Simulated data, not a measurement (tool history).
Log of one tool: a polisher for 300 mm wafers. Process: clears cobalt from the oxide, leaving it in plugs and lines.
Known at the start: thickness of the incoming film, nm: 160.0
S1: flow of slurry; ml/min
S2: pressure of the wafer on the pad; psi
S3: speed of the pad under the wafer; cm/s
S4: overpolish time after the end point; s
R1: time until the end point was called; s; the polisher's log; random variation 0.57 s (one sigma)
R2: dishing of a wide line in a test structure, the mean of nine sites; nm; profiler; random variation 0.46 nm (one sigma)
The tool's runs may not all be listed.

run    day   S1   S2   S3  S4      R1      R2
  1  0.000  295  1.4  104  26  36.461  51.377
  2  0.029  295  1.3  104  23  38.102  47.326
  3  0.225  295  1.0  104  23  45.027  44.003
  4  0.471  295  1.0  104  21  44.302  41.601
  5  0.575  295  0.7  104  21  54.220  37.144
  6  0.654  295  0.9  104  21  47.016  40.266

Forecast run 7:
  7  0.875  295  0.9  104  20   ?   ?

R1: 46.674 s
R2: 39.246 nm
